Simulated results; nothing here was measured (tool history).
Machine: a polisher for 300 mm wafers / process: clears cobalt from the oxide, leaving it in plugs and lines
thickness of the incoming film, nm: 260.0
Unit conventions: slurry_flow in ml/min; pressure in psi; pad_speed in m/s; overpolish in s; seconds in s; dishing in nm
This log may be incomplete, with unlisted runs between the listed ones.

run 1 hour=0 | slurry_flow=190 pressure=1.3 pad_speed=0.86 overpolish=28 | seconds=86.033 dishing=53.495
run 2 hour=2.5 | slurry_flow=190 pressure=1.1 pad_speed=0.82 overpolish=32 | seconds=107.65 dishing=50.798
run 3 hour=3.5 | slurry_flow=190 pressure=1.1 pad_speed=0.82 overpolish=38 | seconds=105.95 dishing=54.903
run 4 hour=11.3 | slurry_flow=190 pressure=1.4 pad_speed=0.82 overpolish=38 | seconds=83.985 dishing=59.979
run 5 hour=20.3 | slurry_flow=190 pressure=1.2 pad_speed=0.8 overpolish=40 | seconds=99.469 dishing=59.381
run 6 hour=26.7 | slurry_flow=190 pressure=1.5 pad_speed=0.8 overpolish=40 | seconds=77.569 dishing=61.749
run 7 hour=29.8 | slurry_flow=190 pressure=1.3 pad_speed=0.78 overpolish=40 | seconds=94.539 dishing=61.396
run 8 hour=37.2 | slurry_flow=190 pressure=1.1 pad_speed=0.78 overpolish=39 | seconds=110.86 dishing=55.194
run 9 hour=39.5 | slurry_flow=190 pressure=1 pad_speed=0.76 overpolish=40 | seconds=122.37 dishing=51.771
run 10 hour=45.6 | slurry_flow=190 pressure=0.9 pad_speed=0.76 overpolish=42 | seconds=135.23 dishing=51.087

Estimate the outcome of run 11 from the log above:
run 11 hour=47.2 | slurry_flow=190 pressure=0.8 pad_speed=0.76 overpolish=44 | seconds=? dishing=?

Run 11 yielded seconds 151.1 s, dishing 48.297 nm.
